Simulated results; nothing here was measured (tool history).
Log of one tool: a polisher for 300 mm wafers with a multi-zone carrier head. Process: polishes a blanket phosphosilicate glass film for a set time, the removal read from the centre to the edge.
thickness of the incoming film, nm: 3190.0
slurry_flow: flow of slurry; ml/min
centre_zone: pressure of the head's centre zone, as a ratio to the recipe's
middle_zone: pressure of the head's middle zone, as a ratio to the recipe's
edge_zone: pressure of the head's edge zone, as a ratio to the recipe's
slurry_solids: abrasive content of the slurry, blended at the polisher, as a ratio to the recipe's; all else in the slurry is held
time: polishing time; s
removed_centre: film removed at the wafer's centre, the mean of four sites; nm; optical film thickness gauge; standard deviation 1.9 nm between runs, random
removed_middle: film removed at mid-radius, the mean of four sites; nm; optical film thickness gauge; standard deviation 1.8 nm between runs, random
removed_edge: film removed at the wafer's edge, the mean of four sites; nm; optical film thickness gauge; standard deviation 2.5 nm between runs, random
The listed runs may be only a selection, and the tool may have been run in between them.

run	hour	slurry_flow	centre_zone	middle_zone	edge_zone	slurry_solids	time	removed_centre	removed_middle	removed_edge
1	0.0	275	1.00	1.00	1.00	1.00	51	352.62	355.46	346.75
2	1.8	265	0.97	0.95	0.97	0.85	49	295.19	295.92	302.35
3	5.5	260	0.96	0.92	0.93	0.75	48	266.07	259.53	263.79
4	12.4	260	1.03	0.92	0.93	0.75	48	278.11	257.35	269.87
5	19.3	305	1.03	0.92	0.93	0.75	48	288.18	265.35	260.87
6	22.3	285	0.99	0.89	0.91	0.70	48	263.74	242.52	252.25
7	30.2	285	0.99	0.89	0.91	0.70	48	260.56	239.87	251.16
8	30.8	285	0.99	0.89	0.91	0.70	48	262.44	241.45	250.67
9	34.8	275	0.95	0.87	0.89	0.70	48	250.05	232.70	248.35
10	40.2	275	0.92	0.86	0.87	0.65	48	222.92	219.02	235.84
11	46.2	280	0.92	0.85	0.85	0.65	48	228.16	221.00	233.39
12	47.1	280	0.91	0.84	0.84	0.65	48	225.44	217.76	233.43
13	51.0	245	0.89	0.82	0.81	0.60	48	200.37	197.62	207.77

Run 14 comes next. What will it give?
14	52.7	265	0.89	0.82	0.82	0.60	48	?	?	?

Run 14 yielded removed_centre 202.41 nm, removed_middle 200.27 nm, removed_edge 215.68 nm.
